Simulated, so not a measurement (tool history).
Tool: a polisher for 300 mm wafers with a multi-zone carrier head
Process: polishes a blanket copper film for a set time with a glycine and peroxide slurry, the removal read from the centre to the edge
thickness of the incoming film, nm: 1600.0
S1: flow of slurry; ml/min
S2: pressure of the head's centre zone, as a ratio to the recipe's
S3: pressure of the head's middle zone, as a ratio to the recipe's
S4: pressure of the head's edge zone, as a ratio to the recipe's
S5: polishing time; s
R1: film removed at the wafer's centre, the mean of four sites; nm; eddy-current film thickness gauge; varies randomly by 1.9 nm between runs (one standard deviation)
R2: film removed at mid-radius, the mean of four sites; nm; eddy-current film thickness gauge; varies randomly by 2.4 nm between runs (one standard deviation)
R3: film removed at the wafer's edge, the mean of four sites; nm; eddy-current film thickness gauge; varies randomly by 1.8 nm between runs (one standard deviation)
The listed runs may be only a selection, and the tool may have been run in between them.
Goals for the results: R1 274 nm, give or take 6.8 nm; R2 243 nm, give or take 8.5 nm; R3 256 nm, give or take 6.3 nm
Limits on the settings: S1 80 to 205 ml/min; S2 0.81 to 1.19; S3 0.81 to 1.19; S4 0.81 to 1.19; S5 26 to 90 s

run	day	S1	S2	S3	S4	S5	R1	R2	R3
1	0	135	1	1	1	58	211.95	200.51	216.12
2	0.25	120	1	1	1	58	206.5	195.77	210.54
3	0.492	140	1.03	1.02	1.03	59	224.09	208.38	217.97
4	0.583	140	0.97	1.02	1.03	59	209.39	206.25	219.92
5	0.658	170	0.97	1.02	1.03	59	215.21	215.09	227.64
6	0.779	170	0.9	1.02	1.03	59	202.34	219.17	224.82
7	0.983	175	0.96	1.04	1.05	60	221.39	221.72	233.24
8	1.25	180	0.99	1.06	1.06	61	231.59	236.32	239.59
9	1.354	185	1.02	1.06	1.07	61	241.86	233.62	241.34
10	1.508	190	1.04	1.06	1.08	61	243.64	233.63	246.58
11	1.708	190	1.07	1.07	1.08	61	250.83	237.18	244.27
12	1.867	190	1.09	1.07	1.09	61	256.82	238.24	244.56

5 next moves are on the table. One of them brings every result within its allowed miss. Which?
A	2.025	140	1.12	1.07	1.13	63	?	?	?
B	2.025	160	1.12	1.02	1.1	61	?	?	?
C	2.025	200	1.13	1.01	1.13	59	?	?	?
D	2.025	195	1.14	1.04	1.12	59	?	?	?
E	2.025	175	1.1	1.03	1.06	65	?	?	?

move	R1	R2	R3
A	262.58	231.88	245.2
B	260.99	221.2	238.3
C	264.6	219.57	239.56
D	265.95	223.96	237.76
E	277.59	241.03	251.84
A: closes in on the targets versus the last run, not all within tolerance yet
B: moves away from the targets compared with the last run
C: moves away from the targets compared with the last run
D: moves away from the targets compared with the last run
E: in spec on every target
So the answer is move E, the one that meets all the targets.
